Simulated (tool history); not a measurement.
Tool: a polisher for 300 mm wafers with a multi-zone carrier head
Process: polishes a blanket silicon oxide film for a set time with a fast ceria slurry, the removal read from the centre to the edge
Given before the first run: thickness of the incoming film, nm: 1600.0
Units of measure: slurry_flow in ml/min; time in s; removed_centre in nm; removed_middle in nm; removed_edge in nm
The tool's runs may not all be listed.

run	day	slurry_flow	centre_zone	middle_zone	edge_zone	time	removed_centre	removed_middle	removed_edge
1	0	155	1	1	1	40	590.59	583.06	590.55
2	0.35	155	0.99	1.01	0.97	38	552.87	568.5	551.55
3	0.592	150	0.99	1.01	0.95	36	523.77	531.88	513.8
4	0.962	150	0.99	1.01	0.95	30	437.93	453.73	432.13
5	1.204	165	0.99	1.01	0.95	30	444.22	452.37	439.65
6	1.383	135	0.99	1.01	0.95	30	422.94	435.21	424.65
7	1.512	135	0.99	1.01	0.95	30	426.62	435.08	421.56
8	1.75	130	0.98	1.02	0.94	30	415.63	426.58	416.45
9	2.083	125	0.98	1.04	0.93	30	413.8	431.22	412.13

Run 10 is up next; what results do you expect?
10	2.346	120	0.98	1.05	0.92	30	?	?	?

removed_centre: 408.5 nm
removed_middle: 438.13 nm
removed_edge: 408.55 nm
